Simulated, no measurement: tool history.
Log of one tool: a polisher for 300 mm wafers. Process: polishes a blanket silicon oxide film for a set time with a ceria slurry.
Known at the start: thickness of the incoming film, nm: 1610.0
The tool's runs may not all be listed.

run	hour	flow of slurry (ml/min)	pressure of the wafer on the pad (kPa)	speed of the pad under the wafer (cm/s)	polishing time (s)	film removed (Å)
1	0.0	150	24.1	110	16	933.17
2	4.3	150	24.1	110	16	939.78
3	12.0	120	24.1	110	16	898.00
4	17.1	115	20.7	110	16	765.89
5	20.3	110	18.6	110	16	691.14
6	25.4	90	18.6	110	16	649.69

What does the tool deliver on the next run?
7	30.5	90	17.9	110	16	?

{"run 7": {"film removed (Å)": 617.16}}
